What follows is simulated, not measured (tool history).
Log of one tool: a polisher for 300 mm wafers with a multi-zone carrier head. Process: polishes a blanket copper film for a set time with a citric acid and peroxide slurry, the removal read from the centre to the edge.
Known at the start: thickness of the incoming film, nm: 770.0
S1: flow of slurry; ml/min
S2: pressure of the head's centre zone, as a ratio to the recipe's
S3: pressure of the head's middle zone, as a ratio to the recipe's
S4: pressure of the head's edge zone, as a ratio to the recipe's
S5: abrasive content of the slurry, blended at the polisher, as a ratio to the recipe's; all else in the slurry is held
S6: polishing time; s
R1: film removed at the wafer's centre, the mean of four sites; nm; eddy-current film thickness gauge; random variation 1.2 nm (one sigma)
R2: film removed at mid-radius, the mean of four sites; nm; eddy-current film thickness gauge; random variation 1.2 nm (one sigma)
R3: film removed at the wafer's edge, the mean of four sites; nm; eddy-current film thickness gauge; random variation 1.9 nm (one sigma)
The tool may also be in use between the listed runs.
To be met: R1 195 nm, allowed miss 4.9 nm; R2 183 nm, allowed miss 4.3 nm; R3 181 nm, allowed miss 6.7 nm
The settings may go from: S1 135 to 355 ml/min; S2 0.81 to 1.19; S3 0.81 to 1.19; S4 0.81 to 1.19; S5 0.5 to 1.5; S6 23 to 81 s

run	hour	S1	S2	S3	S4	S5	S6	R1	R2	R3
1	0	225	1	1	1	1	52	168.94	162.85	171.1
2	7.5	225	1.06	1	1	1	52	179.79	162.02	169.27
3	15.5	225	1.06	0.97	1	1	52	181.49	155.69	171.35
4	20.7	225	1.06	0.97	1	1	44	152.77	133.27	143.88
5	29.3	225	1.06	0.97	1.08	1	44	153.88	133.92	148.73
6	36.2	225	1.06	0.97	1.08	1.15	44	158.73	139.68	155.19
7	43.8	235	1.07	0.99	1.09	1.2	44	163.17	144.62	157.44
8	48.8	245	1.08	1.01	1.1	1.25	44	168.13	148.12	159.2
9	52.5	250	1.08	1.03	1.11	1.3	44	169.16	150.15	159.14
10	58	250	1.08	1.05	1.12	1.35	45	174.45	160.94	165.34
11	66.2	255	1.08	1.06	1.13	1.4	45	178.33	162.2	169.18
12	67.8	260	1.08	1.07	1.14	1.4	45	179.06	164.08	173.94
13	70.8	270	1.09	1.09	1.14	1.4	45	180.96	168.63	170.2

Which of these 5 next moves meets every target?
A	73.8	355	1.1	1.12	1.11	1.2	49	?	?	?
B	73.8	280	1.13	1.06	1.09	1.45	42	?	?	?
C	73.8	195	0.98	0.99	1.19	1.5	48	?	?	?
D	73.8	235	1.14	1.09	1.17	1.4	42	?	?	?
E	73.8	300	0.97	1.19	1.19	1.45	46	?	?	?

move	R1	R2	R3
A	195.65	183.04	178.83
B	177.57	154.57	157.87
C	171.25	163.13	185.13
D	174.66	154.52	159.59
E	167.92	188.14	180.29
A: meets every target
B: further off than the last run
C: further off than the last run
D: further off than the last run
E: takes the result that was furthest off past its target
Move A is the one to make.
